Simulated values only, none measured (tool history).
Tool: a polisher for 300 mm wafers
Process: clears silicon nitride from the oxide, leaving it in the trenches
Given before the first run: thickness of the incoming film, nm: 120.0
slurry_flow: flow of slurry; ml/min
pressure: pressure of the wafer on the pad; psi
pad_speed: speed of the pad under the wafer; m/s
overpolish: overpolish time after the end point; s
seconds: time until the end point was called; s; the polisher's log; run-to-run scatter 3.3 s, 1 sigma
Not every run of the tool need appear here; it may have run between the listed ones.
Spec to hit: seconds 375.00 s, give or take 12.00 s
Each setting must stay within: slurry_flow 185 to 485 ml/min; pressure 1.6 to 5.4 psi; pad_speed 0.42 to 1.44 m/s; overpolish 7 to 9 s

| run | hour | slurry_flow | pressure | pad_speed | overpolish | seconds |
|---|---|---|---|---|---|---|
| 1 | 0.0 | 310 | 3.5 | 0.92 | 9 | 120.49 |
| 2 | 0.8 | 310 | 3.5 | 0.92 | 9 | 123.62 |
| 3 | 6.3 | 310 | 3.5 | 0.92 | 7 | 124.15 |
| 4 | 7.9 | 300 | 3.0 | 0.78 | 7 | 163.19 |
| 5 | 12.5 | 300 | 3.0 | 0.78 | 9 | 167.03 |
| 6 | 14.6 | 235 | 3.0 | 0.78 | 9 | 168.48 |
| 7 | 18.1 | 225 | 2.6 | 0.68 | 9 | 216.36 |
| 8 | 25.9 | 215 | 1.6 | 0.44 | 9 | 504.77 |
| 9 | 27.5 | 270 | 2.4 | 0.44 | 9 | 339.86 |

Of the 4 settings listed for the next run, only one would bring every result within its allowed miss of target. Which one?
| A | 29.1 | 275 | 2.3 | 0.46 | 9 | ? |
| B | 29.1 | 225 | 2.2 | 0.54 | 7 | ? |
| C | 29.1 | 270 | 1.6 | 0.62 | 7 | ? |
| D | 29.1 | 280 | 2.5 | 0.46 | 9 | ? |

| move | seconds |
|---|---|
| A | 335.99 |
| B | 311.67 |
| C | 367.34 |
| D | 309.75 |
A: further off than the last run
B: further off than the last run
C: meets every target
D: further off than the last run
Answer: C
